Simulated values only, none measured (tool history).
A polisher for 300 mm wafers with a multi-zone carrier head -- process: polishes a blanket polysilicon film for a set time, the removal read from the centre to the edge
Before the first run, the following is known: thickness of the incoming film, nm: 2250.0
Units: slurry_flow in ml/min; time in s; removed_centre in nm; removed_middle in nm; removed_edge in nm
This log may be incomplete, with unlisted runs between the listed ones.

run 1 hour=0.0 | slurry_flow=180 centre_zone=1.00 middle_zone=1.00 edge_zone=1.00 time=89 | removed_centre=604.56 removed_middle=605.53 removed_edge=588.45
run 2 hour=6.2 | slurry_flow=160 centre_zone=1.00 middle_zone=1.00 edge_zone=1.00 time=89 | removed_centre=589.53 removed_middle=611.60 removed_edge=589.28
run 3 hour=13.2 | slurry_flow=160 centre_zone=1.00 middle_zone=1.00 edge_zone=1.00 time=73 | removed_centre=483.35 removed_middle=507.15 removed_edge=485.72
run 4 hour=18.6 | slurry_flow=130 centre_zone=1.00 middle_zone=1.00 edge_zone=1.00 time=73 | removed_centre=459.86 removed_middle=475.25 removed_edge=473.43
run 5 hour=25.6 | slurry_flow=145 centre_zone=1.00 middle_zone=1.02 edge_zone=1.02 time=77 | removed_centre=504.93 removed_middle=516.21 removed_edge=503.33
run 6 hour=33.4 | slurry_flow=155 centre_zone=0.98 middle_zone=1.03 edge_zone=1.02 time=81 | removed_centre=522.27 removed_middle=562.44 removed_edge=544.91

Run 7, settings as shown, results not yet in. Your forecast:
run 7 hour=38.8 | slurry_flow=170 centre_zone=0.98 middle_zone=1.05 edge_zone=1.04 time=83 | removed_centre=? removed_middle=? removed_edge=?

removed_centre: 555.73 nm
removed_middle: 586.71 nm
removed_edge: 565.86 nm
